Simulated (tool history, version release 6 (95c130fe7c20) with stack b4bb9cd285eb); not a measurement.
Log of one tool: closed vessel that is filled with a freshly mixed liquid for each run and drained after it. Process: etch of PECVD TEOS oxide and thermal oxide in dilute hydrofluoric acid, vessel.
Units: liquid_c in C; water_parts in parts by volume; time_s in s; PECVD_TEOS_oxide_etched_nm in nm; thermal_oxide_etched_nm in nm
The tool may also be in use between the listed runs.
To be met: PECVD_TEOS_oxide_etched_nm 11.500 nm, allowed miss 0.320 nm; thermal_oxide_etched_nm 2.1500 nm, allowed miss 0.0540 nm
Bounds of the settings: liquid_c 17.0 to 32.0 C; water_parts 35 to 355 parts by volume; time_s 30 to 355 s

| run | hour | liquid_c | water_parts | time_s | PECVD_TEOS_oxide_etched_nm | thermal_oxide_etched_nm |
|---|---|---|---|---|---|---|
| 1 | 0.0 | 24.0 | 195 | 180 | 21.152 | 3.9740 |
| 2 | 1.7 | 24.0 | 235 | 180 | 16.865 | 3.1624 |
| 3 | 7.3 | 23.0 | 240 | 180 | 15.729 | 2.9635 |
| 4 | 11.8 | 22.0 | 245 | 180 | 14.971 | 2.7613 |
| 5 | 15.9 | 21.5 | 250 | 180 | 14.184 | 2.6736 |
| 6 | 21.6 | 20.0 | 250 | 180 | 13.486 | 2.5271 |
| 7 | 27.7 | 19.5 | 250 | 180 | 13.191 | 2.4814 |
| 8 | 30.6 | 19.0 | 250 | 180 | 12.993 | 2.4578 |
| 9 | 35.2 | 18.0 | 260 | 180 | 11.892 | 2.2053 |

4 next moves are on the table. One of them brings every result within its allowed miss. Which?
| A | 39.8 | 21.5 | 230 | 140 | ? | ? |
| B | 39.8 | 17.0 | 255 | 175 | ? | ? |
| C | 39.8 | 21.5 | 355 | 245 | ? | ? |
| D | 39.8 | 20.0 | 240 | 155 | ? | ? |

| move | PECVD_TEOS_oxide_etched_nm | thermal_oxide_etched_nm |
|---|---|---|
| A | 12.299 | 2.3016 |
| B | 11.419 | 2.1369 |
| C | 12.414 | 2.3231 |
| D | 12.217 | 2.2862 |
A: further off than the last run
B: meets every target
C: further off than the last run
D: further off than the last run
Move B is the one to make.
